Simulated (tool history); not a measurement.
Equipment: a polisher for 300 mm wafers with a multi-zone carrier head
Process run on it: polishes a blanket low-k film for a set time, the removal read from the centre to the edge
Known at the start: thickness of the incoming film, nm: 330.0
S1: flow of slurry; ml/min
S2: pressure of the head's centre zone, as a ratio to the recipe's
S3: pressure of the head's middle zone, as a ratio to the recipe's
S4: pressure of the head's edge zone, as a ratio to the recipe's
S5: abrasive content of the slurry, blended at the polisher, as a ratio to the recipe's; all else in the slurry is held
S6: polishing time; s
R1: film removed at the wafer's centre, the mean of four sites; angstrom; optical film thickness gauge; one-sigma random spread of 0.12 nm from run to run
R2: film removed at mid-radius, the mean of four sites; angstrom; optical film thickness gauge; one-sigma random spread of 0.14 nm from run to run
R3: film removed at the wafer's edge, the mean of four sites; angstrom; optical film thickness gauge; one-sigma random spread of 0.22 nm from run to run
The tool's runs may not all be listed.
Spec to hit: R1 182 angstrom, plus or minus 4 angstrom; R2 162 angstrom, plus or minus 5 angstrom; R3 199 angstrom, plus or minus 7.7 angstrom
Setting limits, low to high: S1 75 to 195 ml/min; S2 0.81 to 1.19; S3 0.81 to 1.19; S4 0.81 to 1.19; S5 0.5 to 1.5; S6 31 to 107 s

run	day	S1	S2	S3	S4	S5	S6	R1	R2	R3
1	0	125	1	1	1	1	69	228.65	222.25	223.87
2	0.354	125	1	1	0.94	1	69	226.27	219.12	219.46
3	0.575	125	0.93	1	0.94	1	69	213.59	223.66	220.21
4	0.95	115	0.93	0.96	0.95	0.95	69	207.09	208.54	216.86
5	1.279	115	0.93	1.02	0.95	0.95	69	209.32	222.46	216.76
6	1.479	110	0.93	0.98	0.95	0.9	69	201.13	204.43	211.55
7	1.675	105	0.93	0.95	0.94	0.9	69	199.77	200.87	209.37
8	1.912	105	0.93	0.95	0.94	0.9	69	199.77	202.62	208.65

Which single option among these 5 for the next run brings every result within its allowed miss of target? Just one does.
A	2.15	85	0.84	1.16	0.84	0.9	68	?	?	?
B	2.15	75	0.81	1.19	0.91	0.95	75	?	?	?
C	2.15	110	0.93	0.81	1.04	1.1	59	?	?	?
D	2.15	85	0.9	0.87	0.98	0.85	74	?	?	?
E	2.15	125	1.03	1.07	0.84	1.15	70	?	?	?

move	R1	R2	R3
A	172.2	218.42	187.49
B	181.13	242.42	213.5
C	182.06	162.09	197.69
D	194.91	189.03	216.45
E	245.17	244.05	217.83
A: lands further from the targets than the last run did
B: lands further from the targets than the last run did
C: every result lands within tolerance
D: nearer the targets than the last run, but a result is still out of spec
E: lands further from the targets than the last run did
The move that meets every target is C.

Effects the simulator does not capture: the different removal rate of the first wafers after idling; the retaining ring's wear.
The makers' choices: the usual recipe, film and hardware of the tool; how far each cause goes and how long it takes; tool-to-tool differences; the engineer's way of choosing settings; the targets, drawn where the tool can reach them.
